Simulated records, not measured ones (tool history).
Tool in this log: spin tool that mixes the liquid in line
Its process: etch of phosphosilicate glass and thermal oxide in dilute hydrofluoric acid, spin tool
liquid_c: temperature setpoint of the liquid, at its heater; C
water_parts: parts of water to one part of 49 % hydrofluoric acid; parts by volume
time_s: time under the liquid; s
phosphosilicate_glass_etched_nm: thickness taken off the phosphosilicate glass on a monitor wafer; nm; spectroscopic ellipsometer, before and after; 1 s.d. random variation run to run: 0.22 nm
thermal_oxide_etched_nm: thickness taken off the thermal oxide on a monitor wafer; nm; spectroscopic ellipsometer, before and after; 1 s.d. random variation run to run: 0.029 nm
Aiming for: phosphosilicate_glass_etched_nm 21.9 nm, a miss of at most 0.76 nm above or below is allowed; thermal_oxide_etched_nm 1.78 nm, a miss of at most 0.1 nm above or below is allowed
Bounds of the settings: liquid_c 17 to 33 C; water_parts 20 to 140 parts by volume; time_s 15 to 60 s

run  hour  liquid_c  water_parts  time_s  phosphosilicate_glass_etched_nm  thermal_oxide_etched_nm
  1     0        25           75      30                           28.876                   2.3893
  2   6.2        25           65      30                           33.687                   2.7147
  3  11.4        25           50      30                           44.902                   3.7246
  4  18.9        24           55      30                           39.251                   3.2098
  5  23.9      25.5           55      30                           41.494                   3.3907
  6  27.5      25.5           35      30                           66.053                   5.5254
  7  30.7      24.5           40      30                           57.389                   4.4306
     35.5  -- hydrofluoric acid flow meter replaced
  8  35.5      24.5           45      30                           45.451                   3.6559
  9  42.6      20.5           70      30                           23.031                    1.871
 10  46.2        20           70      30                           22.909                   1.8672

Next run, 4 choices. One meets every target within its allowed miss, the rest don't. Which?
  A  49.8        22           80      35                                ?                        ?
  B  49.8      24.5          105      40                                ?                        ?
  C  49.8      23.5          110      45                                ?                        ?
  D  49.8      22.5           55      20                                ?                        ?

move  phosphosilicate_glass_etched_nm  thermal_oxide_etched_nm
   A                           25.256                   2.0507
   B                            23.58                   1.9146
   C                           24.196                   1.9647
   D                           22.103                   1.7947
A: its largest miss is bigger than the last run's
B: its largest miss is bigger than the last run's
C: its largest miss is bigger than the last run's
D: in spec on every target
Move D is the one to make.
